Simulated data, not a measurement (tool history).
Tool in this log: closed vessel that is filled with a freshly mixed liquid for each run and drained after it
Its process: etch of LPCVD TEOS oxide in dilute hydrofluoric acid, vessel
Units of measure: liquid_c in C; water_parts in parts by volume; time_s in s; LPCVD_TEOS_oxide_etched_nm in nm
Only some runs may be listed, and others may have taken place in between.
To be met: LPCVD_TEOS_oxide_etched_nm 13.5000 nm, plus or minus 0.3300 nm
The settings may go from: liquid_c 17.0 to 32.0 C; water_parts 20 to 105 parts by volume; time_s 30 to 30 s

run	hour	liquid_c	water_parts	time_s	LPCVD_TEOS_oxide_etched_nm
1	0.0	24.0	55	30	9.1430
2	9.1	24.0	40	30	12.9550
3	11.3	24.0	40	30	12.9650
4	15.3	24.0	60	30	8.4821
5	23.4	25.0	60	30	8.7532
6	30.7	26.0	60	30	9.1042
7	33.9	27.0	60	30	9.4776
8	37.3	28.0	60	30	9.8690
9	38.2	28.5	60	30	9.9461
10	47.0	28.5	60	30	10.0150
11	55.8	29.0	60	30	10.2510
12	57.9	29.5	60	30	10.4920
13	61.1	32.0	50	30	14.1080

4 next moves are on the table. One of them brings every result within its allowed miss. Which?
A	64.3	31.0	50	30	?
B	64.3	30.0	45	30	?
C	64.3	29.5	45	30	?
D	64.3	29.5	50	30	?

move	LPCVD_TEOS_oxide_etched_nm
A	13.5370
B	14.5760
C	14.2910
D	12.7640
A: every result lands within tolerance
B: moves away from the targets compared with the last run
C: moves away from the targets compared with the last run
D: moves the result that the last run missed by most past its target, out the other side
Go with A: it meets all targets.
